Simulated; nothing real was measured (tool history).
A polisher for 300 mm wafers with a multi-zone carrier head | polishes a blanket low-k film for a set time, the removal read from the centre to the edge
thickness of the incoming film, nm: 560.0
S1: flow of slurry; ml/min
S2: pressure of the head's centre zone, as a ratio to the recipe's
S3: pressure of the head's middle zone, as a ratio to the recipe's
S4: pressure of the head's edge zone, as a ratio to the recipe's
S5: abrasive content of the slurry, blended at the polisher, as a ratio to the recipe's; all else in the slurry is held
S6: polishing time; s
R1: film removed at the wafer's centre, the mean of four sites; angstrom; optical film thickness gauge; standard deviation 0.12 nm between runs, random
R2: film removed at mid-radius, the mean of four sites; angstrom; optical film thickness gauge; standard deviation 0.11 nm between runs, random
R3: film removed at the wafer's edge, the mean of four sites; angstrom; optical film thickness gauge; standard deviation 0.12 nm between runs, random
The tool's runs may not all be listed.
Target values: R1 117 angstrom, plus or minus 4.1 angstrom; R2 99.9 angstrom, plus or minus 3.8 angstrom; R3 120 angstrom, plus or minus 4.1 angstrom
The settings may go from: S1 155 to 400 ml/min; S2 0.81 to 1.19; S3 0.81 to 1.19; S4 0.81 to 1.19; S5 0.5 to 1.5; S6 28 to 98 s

{"run": 1, "hour": 0.0, "S1": 255, "S2": 1, "S3": 1, "S4": 1, "S5": 1, "S6": 63, "R1": 193.54, "R2": 189.91, "R3": 192.26}
{"run": 2, "hour": 4.9, "S1": 255, "S2": 1, "S3": 1, "S4": 1.04, "S5": 1, "S6": 63, "R1": 193.95, "R2": 189.98, "R3": 197.3}
{"run": 3, "hour": 5.7, "S1": 250, "S2": 1, "S3": 0.97, "S4": 1.03, "S5": 0.9, "S6": 60, "R1": 178.22, "R2": 167.93, "R3": 180.28}
{"run": 4, "hour": 13.0, "S1": 250, "S2": 1, "S3": 0.97, "S4": 1.03, "S5": 0.9, "S6": 49, "R1": 143.55, "R2": 138.54, "R3": 146.95}
{"run": 5, "hour": 14.8, "S1": 250, "S2": 1, "S3": 0.97, "S4": 1.03, "S5": 0.9, "S6": 57, "R1": 166.54, "R2": 163.53, "R3": 172}
{"run": 6, "hour": 20.4, "S1": 250, "S2": 1.02, "S3": 0.94, "S4": 1.03, "S5": 0.85, "S6": 54, "R1": 157.62, "R2": 143.12, "R3": 158.81}
{"run": 7, "hour": 27.9, "S1": 225, "S2": 0.93, "S3": 0.84, "S4": 0.93, "S5": 0.6, "S6": 51, "R1": 116.46, "R2": 107.35, "R3": 124.6}
{"run": 8, "hour": 32.8, "S1": 220, "S2": 0.94, "S3": 0.83, "S4": 0.93, "S5": 0.6, "S6": 51, "R1": 118.32, "R2": 106.85, "R3": 124.61}
{"run": 9, "hour": 36.3, "S1": 220, "S2": 0.94, "S3": 0.83, "S4": 0.93, "S5": 0.6, "S6": 51, "R1": 117.46, "R2": 107.22, "R3": 123.81}
{"run": 10, "hour": 40.8, "S1": 220, "S2": 0.95, "S3": 0.83, "S4": 0.94, "S5": 0.6, "S6": 51, "R1": 120.12, "R2": 108.28, "R3": 123.47}

Exercise: of the 4 proposed moves below, exactly one satisfies all targets within the stated allowed misses. Which move is it?
{"run": "A", "hour": 45.3, "S1": 165, "S2": 0.9, "S3": 0.95, "S4": 0.97, "S5": 0.55, "S6": 51, "R1": "?", "R2": "?", "R3": "?"}
{"run": "B", "hour": 45.3, "S1": 170, "S2": 0.96, "S3": 0.81, "S4": 0.93, "S5": 0.5, "S6": 54, "R1": "?", "R2": "?", "R3": "?"}
{"run": "C", "hour": 45.3, "S1": 240, "S2": 0.91, "S3": 0.85, "S4": 1.01, "S5": 0.5, "S6": 50, "R1": "?", "R2": "?", "R3": "?"}
{"run": "D", "hour": 45.3, "S1": 215, "S2": 0.93, "S3": 0.82, "S4": 0.99, "S5": 0.65, "S6": 46, "R1": "?", "R2": "?", "R3": "?"}

move=A R1=104.98 R2=110.97 R3=119.14
move=B R1=114.87 R2=100.85 R3=119.89
move=C R1=105.52 R2=100.88 R3=118.97
move=D R1=108.05 R2=98.518 R3=118.61
A: the biggest miss grows against the last run
B: every result lands within tolerance
C: the worst result of the last run now meets its target, but another is out of spec
D: the worst result of the last run now meets its target, but another is out of spec
Go with B: it meets all targets.
